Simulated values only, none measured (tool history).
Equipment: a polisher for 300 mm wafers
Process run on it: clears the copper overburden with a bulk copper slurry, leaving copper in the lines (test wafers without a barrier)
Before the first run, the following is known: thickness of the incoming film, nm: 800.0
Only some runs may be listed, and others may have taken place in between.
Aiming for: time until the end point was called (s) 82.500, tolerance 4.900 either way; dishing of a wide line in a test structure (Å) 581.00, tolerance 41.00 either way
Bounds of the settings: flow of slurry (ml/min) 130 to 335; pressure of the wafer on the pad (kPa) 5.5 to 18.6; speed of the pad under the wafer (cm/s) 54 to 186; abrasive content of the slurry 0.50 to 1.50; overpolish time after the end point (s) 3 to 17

run	hour	flow of slurry (ml/min)	pressure of the wafer on the pad (kPa)	speed of the pad under the wafer (cm/s)	abrasive content of the slurry	overpolish time after the end point (s)	time until the end point was called (s)	dishing of a wide line in a test structure (Å)
1	0.0	215	11.7	118	1.00	9	137.240	316.58
2	7.2	175	11.7	118	1.00	9	146.770	304.78
3	10.5	175	11.7	118	1.00	7	148.390	254.64
4	13.7	175	13.1	118	1.00	8	133.330	312.70
5	20.9	185	14.5	118	1.00	8	122.560	330.40
6	22.6	185	15.9	118	1.00	8	111.500	355.52
7	25.8	185	16.5	120	1.00	9	107.800	390.09
8	29.9	190	17.2	124	1.00	10	99.738	455.39
9	36.3	190	17.2	124	1.00	10	96.024	439.63
10	42.1	190	17.2	124	1.00	11	99.869	483.76
11	48.1	195	17.2	126	1.00	11	98.381	483.36
12	49.1	195	17.2	128	1.00	11	94.723	473.49
13	54.1	200	17.2	128	1.00	11	94.335	498.54
14	56.8	205	17.2	128	1.00	11	94.218	475.34
15	57.3	205	17.2	130	1.00	11	94.604	487.29
16	59.0	205	17.2	132	1.00	11	93.397	501.68
17	67.5	205	17.2	134	1.00	11	88.652	494.11
18	72.9	210	17.9	134	1.00	12	89.590	538.11

4 candidate next runs follow, results not yet known. Just one meets every target within its allowed miss. Identify it.
A	78.3	205	18.6	142	0.80	14	?	?
B	78.3	185	18.6	126	0.85	13	?	?
C	78.3	190	17.9	132	1.00	10	?	?
D	78.3	225	17.9	122	0.90	17	?	?

move	time until the end point was called (s)	dishing of a wide line in a test structure (Å)
A	84.254	586.28
B	94.923	535.23
C	90.563	474.08
D	97.591	595.22
A: hits every target within its allowed miss
B: the biggest miss grows against the last run
C: the biggest miss grows against the last run
D: the biggest miss grows against the last run
Correct choice: A, which meets every target
